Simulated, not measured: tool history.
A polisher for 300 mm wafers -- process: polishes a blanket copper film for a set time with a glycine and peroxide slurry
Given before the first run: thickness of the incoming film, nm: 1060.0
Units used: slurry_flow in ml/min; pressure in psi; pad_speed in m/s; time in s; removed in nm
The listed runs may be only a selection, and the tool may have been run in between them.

run 1 hour=0 | slurry_flow=220 pressure=1.6 pad_speed=1.12 time=32 | removed=140.72
run 2 hour=6 | slurry_flow=250 pressure=1.6 pad_speed=1.12 time=32 | removed=141.52
run 3 hour=14.5 | slurry_flow=250 pressure=1.6 pad_speed=1.12 time=32 | removed=143.19
run 4 hour=20 | slurry_flow=250 pressure=1.7 pad_speed=1.12 time=32 | removed=147.1
run 5 hour=23.5 | slurry_flow=250 pressure=1.8 pad_speed=1.12 time=32 | removed=153.46
run 6 hour=27.7 | slurry_flow=250 pressure=1.9 pad_speed=1.12 time=32 | removed=156.59
run 7 hour=31.9 | slurry_flow=250 pressure=2 pad_speed=1.14 time=32 | removed=165.41
run 8 hour=32.6 | slurry_flow=250 pressure=2.1 pad_speed=1.14 time=32 | removed=171.21
run 9 hour=35.3 | slurry_flow=250 pressure=2.2 pad_speed=1.14 time=32 | removed=172.25

Estimate the outcome of run 10 from the log above:
run 10 hour=43.4 | slurry_flow=250 pressure=2.2 pad_speed=1.14 time=32 | removed=?

Run 10 produced removed 172.35 nm.
